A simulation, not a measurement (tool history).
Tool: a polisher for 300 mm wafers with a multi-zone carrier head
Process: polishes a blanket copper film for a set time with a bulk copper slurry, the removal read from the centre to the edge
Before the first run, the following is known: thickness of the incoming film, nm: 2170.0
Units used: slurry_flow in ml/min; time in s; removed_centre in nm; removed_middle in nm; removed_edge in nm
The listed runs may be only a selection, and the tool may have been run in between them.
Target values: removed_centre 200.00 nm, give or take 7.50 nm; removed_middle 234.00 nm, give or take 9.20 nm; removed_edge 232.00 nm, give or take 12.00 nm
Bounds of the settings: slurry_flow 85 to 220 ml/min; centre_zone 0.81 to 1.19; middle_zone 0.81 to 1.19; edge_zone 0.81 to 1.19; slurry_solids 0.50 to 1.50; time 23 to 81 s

run,hour,slurry_flow,centre_zone,middle_zone,edge_zone,slurry_solids,time,removed_centre,removed_middle,removed_edge
1,0.0,140,1.00,1.00,1.00,1.00,52,228.28,234.67,239.98
2,4.8,125,1.00,1.00,1.00,1.00,52,223.77,228.78,235.52
3,9.4,125,1.00,1.00,1.00,1.00,40,168.55,173.45,183.14
4,16.4,135,1.00,1.02,1.03,1.05,40,177.66,184.76,194.24
5,20.8,135,1.00,1.02,1.03,1.15,40,181.59,187.59,190.88
6,24.8,135,1.00,1.02,1.03,1.00,40,175.46,180.46,191.84
7,30.9,145,0.99,1.05,1.05,1.00,40,176.64,186.53,192.03
8,33.4,150,0.97,1.06,1.07,1.05,41,181.88,194.89,199.63
9,40.7,155,0.95,1.07,1.09,1.10,42,184.60,206.47,215.56
10,48.2,165,0.95,1.08,1.10,1.10,42,186.54,212.25,215.48
11,54.0,170,0.95,1.09,1.11,1.10,42,192.89,221.59,214.86
# hour 55.1: slurry nozzle cleaned
12,55.1,170,0.92,1.07,1.16,1.30,43,215.58,249.73,258.18
13,60.4,165,0.92,1.08,1.14,1.30,43,211.77,248.32,250.38
14,63.0,160,0.92,1.08,1.13,1.30,43,213.24,251.13,251.75
15,69.4,160,0.92,1.08,1.12,1.30,43,212.45,247.30,243.07

Of the 5 settings listed for the next run, only one would bring every result within its allowed miss of target. Which one?
A,75.8,195,0.86,1.08,1.19,1.35,45,?,?,?
B,75.8,140,1.01,1.13,1.05,1.35,43,?,?,?
C,75.8,170,0.91,1.07,1.11,1.10,42,?,?,?
D,75.8,160,0.82,1.00,1.19,1.15,45,?,?,?
E,75.8,165,0.90,1.10,1.09,1.25,43,?,?,?

move,removed_centre,removed_middle,removed_edge
A,220.24,270.13,270.39
B,233.32,254.47,233.21
C,203.99,235.05,230.09
D,196.30,237.73,256.30
E,210.90,251.73,238.64
A: misses by more than the last run did
B: misses by more than the last run did
C: hits every target within its allowed miss
D: puts the biggest miss on target and leaves a different result outside tolerance
E: misses by more than the last run did
C is the move that brings every result within its allowed miss.
